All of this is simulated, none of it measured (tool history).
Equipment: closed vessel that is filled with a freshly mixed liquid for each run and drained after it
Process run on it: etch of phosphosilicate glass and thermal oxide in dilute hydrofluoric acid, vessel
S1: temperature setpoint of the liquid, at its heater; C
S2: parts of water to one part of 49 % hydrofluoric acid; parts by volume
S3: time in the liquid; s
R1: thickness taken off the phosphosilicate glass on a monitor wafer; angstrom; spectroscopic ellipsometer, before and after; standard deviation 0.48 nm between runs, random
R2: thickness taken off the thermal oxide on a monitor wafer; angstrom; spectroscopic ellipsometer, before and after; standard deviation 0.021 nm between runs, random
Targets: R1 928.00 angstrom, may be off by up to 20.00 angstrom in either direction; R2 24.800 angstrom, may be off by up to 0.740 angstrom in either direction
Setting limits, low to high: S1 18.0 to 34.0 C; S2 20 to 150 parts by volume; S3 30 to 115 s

Run 1, hour 0.0: S1 26.0 C, S2 85 parts by volume, S3 60 s. Result: R1 1493.70 angstrom, R2 40.018 angstrom.
Run 2, hour 3.7: S1 26.0 C, S2 65 parts by volume, S3 60 s. Result: R1 1990.60 angstrom, R2 53.418 angstrom.
Run 3, hour 6.8: S1 26.0 C, S2 40 parts by volume, S3 60 s. Result: R1 3359.10 angstrom, R2 88.876 angstrom.
Run 4, hour 9.1: S1 26.0 C, S2 40 parts by volume, S3 50 s. Result: R1 2805.10 angstrom, R2 75.009 angstrom.
Run 5, hour 11.3: S1 25.0 C, S2 45 parts by volume, S3 50 s. Result: R1 2401.40 angstrom, R2 63.850 angstrom.
Run 6, hour 13.3: S1 25.0 C, S2 30 parts by volume, S3 50 s. Result: R1 3637.50 angstrom, R2 96.161 angstrom.
At hour 19.6: thermometer replaced.
Run 7, hour 19.6: S1 24.5 C, S2 35 parts by volume, S3 50 s. Result: R1 2894.10 angstrom, R2 76.436 angstrom.
Run 8, hour 28.1: S1 24.0 C, S2 40 parts by volume, S3 50 s. Result: R1 2467.70 angstrom, R2 65.864 angstrom.
Run 9, hour 30.1: S1 23.5 C, S2 45 parts by volume, S3 50 s. Result: R1 2131.40 angstrom, R2 57.627 angstrom.
Run 10, hour 33.6: S1 23.0 C, S2 45 parts by volume, S3 50 s. Result: R1 2076.70 angstrom, R2 55.526 angstrom.
Run 11, hour 39.4: S1 22.5 C, S2 45 parts by volume, S3 50 s. Result: R1 2033.30 angstrom, R2 54.165 angstrom.
Run 12, hour 47.5: S1 22.0 C, S2 50 parts by volume, S3 50 s. Result: R1 1770.10 angstrom, R2 46.711 angstrom.

4 candidate next runs follow, results not yet known. Just one meets every target within its allowed miss. Identify it.
Run A, hour 55.6: S1 18.0 C, S2 75 parts by volume, S3 50 s. Result: R1 ?, R2 ?.
Run B, hour 55.6: S1 30.5 C, S2 65 parts by volume, S3 30 s. Result: R1 ?, R2 ?.
Run C, hour 55.6: S1 29.0 C, S2 70 parts by volume, S3 30 s. Result: R1 ?, R2 ?.
Run D, hour 55.6: S1 21.0 C, S2 55 parts by volume, S3 30 s. Result: R1 ?, R2 ?.

move       R1      R2
   A   971.29  26.561
   B  1129.50  30.889
   C   982.41  26.866
   D   923.24  25.247
A: an improvement on the last run, though not all results are within tolerance
B: an improvement on the last run, though not all results are within tolerance
C: an improvement on the last run, though not all results are within tolerance
D: in spec on every target
The move that meets every target is D.
